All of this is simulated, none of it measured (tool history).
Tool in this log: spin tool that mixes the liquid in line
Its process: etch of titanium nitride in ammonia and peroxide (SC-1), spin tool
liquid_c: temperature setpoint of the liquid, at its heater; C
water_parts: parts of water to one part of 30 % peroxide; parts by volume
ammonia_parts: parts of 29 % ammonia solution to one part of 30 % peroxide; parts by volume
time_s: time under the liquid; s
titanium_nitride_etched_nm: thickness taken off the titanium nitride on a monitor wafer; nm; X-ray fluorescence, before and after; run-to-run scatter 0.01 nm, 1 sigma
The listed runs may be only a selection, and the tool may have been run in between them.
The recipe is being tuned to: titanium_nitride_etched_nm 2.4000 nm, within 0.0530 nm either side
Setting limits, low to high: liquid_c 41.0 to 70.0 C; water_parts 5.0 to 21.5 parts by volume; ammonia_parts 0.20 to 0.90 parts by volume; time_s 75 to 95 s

run 1 hour=0.0 | liquid_c=57.0 water_parts=12.0 ammonia_parts=0.50 time_s=95 | titanium_nitride_etched_nm=7.3497
run 2 hour=0.7 | liquid_c=50.5 water_parts=12.0 ammonia_parts=0.50 time_s=95 | titanium_nitride_etched_nm=4.7205
run 3 hour=4.7 | liquid_c=50.5 water_parts=14.0 ammonia_parts=0.50 time_s=95 | titanium_nitride_etched_nm=4.3109
run 4 hour=5.9 | liquid_c=50.5 water_parts=10.0 ammonia_parts=0.50 time_s=95 | titanium_nitride_etched_nm=5.2389
run 5 hour=8.0 | liquid_c=48.5 water_parts=10.5 ammonia_parts=0.50 time_s=95 | titanium_nitride_etched_nm=4.4156
run 6 hour=14.9 | liquid_c=48.5 water_parts=10.5 ammonia_parts=0.50 time_s=75 | titanium_nitride_etched_nm=3.4676
run 7 hour=17.0 | liquid_c=42.0 water_parts=10.5 ammonia_parts=0.50 time_s=75 | titanium_nitride_etched_nm=2.1734
run 8 hour=24.7 | liquid_c=42.5 water_parts=10.5 ammonia_parts=0.50 time_s=75 | titanium_nitride_etched_nm=2.2697

Next run, 5 choices. One meets every target within its allowed miss, the rest don't. Which?
run A hour=32.4 | liquid_c=42.5 water_parts=15.0 ammonia_parts=0.60 time_s=90 | titanium_nitride_etched_nm=?
run B hour=32.4 | liquid_c=41.5 water_parts=11.0 ammonia_parts=0.55 time_s=80 | titanium_nitride_etched_nm=?
run C hour=32.4 | liquid_c=41.5 water_parts=10.0 ammonia_parts=0.50 time_s=80 | titanium_nitride_etched_nm=?
run D hour=32.4 | liquid_c=44.0 water_parts=14.5 ammonia_parts=0.35 time_s=80 | titanium_nitride_etched_nm=?
run E hour=32.4 | liquid_c=42.0 water_parts=10.0 ammonia_parts=0.35 time_s=85 | titanium_nitride_etched_nm=?

move=A titanium_nitride_etched_nm=2.3173
move=B titanium_nitride_etched_nm=2.2256
move=C titanium_nitride_etched_nm=2.3011
move=D titanium_nitride_etched_nm=2.1191
move=E titanium_nitride_etched_nm=2.3791
A: closer than the last run, but not yet in spec
B: its largest miss is bigger than the last run's
C: closer than the last run, but not yet in spec
D: its largest miss is bigger than the last run's
E: every result within its allowed miss
Answer: E

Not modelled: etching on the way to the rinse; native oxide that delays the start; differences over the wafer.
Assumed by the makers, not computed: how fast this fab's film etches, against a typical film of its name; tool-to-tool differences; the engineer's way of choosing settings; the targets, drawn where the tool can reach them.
